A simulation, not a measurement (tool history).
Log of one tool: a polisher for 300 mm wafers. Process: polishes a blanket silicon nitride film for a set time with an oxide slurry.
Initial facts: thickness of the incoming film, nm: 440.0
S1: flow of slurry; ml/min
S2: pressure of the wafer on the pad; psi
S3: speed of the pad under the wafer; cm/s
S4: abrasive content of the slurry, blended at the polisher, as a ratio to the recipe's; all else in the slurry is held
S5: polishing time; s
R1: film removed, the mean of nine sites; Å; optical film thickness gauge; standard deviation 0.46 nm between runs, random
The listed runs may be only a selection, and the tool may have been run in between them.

run    day   S1   S2   S3    S4  S5      R1
  1  0.000  130  2.5  138  1.00  61  321.64
  2  0.325  145  2.9  146  1.00  61  393.69
  3  0.579  145  2.9  146  0.80  61  351.07
  4  0.621  145  2.9  146  0.80  61  349.12
  5  0.704  145  2.3  146  0.80  61  290.02
  6  0.962  145  2.3  176  0.80  61  335.02
  7  1.033  180  3.0  184  0.80  61  445.27
  8  1.275  180  3.3  192  0.80  61  501.37
  9  1.454  180  3.5  198  0.80  61  534.13
 10  1.567  185  3.6  202  0.85  61  574.92
 11  1.654  190  3.7  206  0.90  61  620.20
 12  1.954  190  3.8  208  0.90  61  641.40
 13  2.017  190  3.8  210  0.90  61  655.23

Run 14 is up next; what results do you expect?
 14  2.242  190  3.8  212  0.90  61   ?

R1: 649.73 Å
